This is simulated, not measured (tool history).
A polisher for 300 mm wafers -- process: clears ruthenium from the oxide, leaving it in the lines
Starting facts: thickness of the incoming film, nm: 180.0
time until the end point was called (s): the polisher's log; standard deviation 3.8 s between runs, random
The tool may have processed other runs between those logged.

run  hour  flow of slurry (ml/min)  pressure of the wafer on the pad (kPa)  speed of the pad under the wafer (m/s)  overpolish time after the end point (s)  time until the end point was called (s)
  1   0.0                      170                                    19.3                                    1.02                                       34                                   125.24
  2   5.9                      145                                    19.3                                    1.02                                       34                                   126.34
  3  10.4                      145                                    16.5                                    0.98                                       34                                   158.54
  4  14.3                      180                                    16.5                                    0.98                                       34                                   149.75
  5  20.9                      175                                    14.5                                    0.96                                       34                                   170.26
  6  28.8                      175                                    14.5                                    0.96                                       34                                   173.89

For run 7, what comes out?
  7  29.6                      170                                     9.0                                    0.84                                       34                                        ?

{"run 7": {"time until the end point was called (s)": 323.83}}

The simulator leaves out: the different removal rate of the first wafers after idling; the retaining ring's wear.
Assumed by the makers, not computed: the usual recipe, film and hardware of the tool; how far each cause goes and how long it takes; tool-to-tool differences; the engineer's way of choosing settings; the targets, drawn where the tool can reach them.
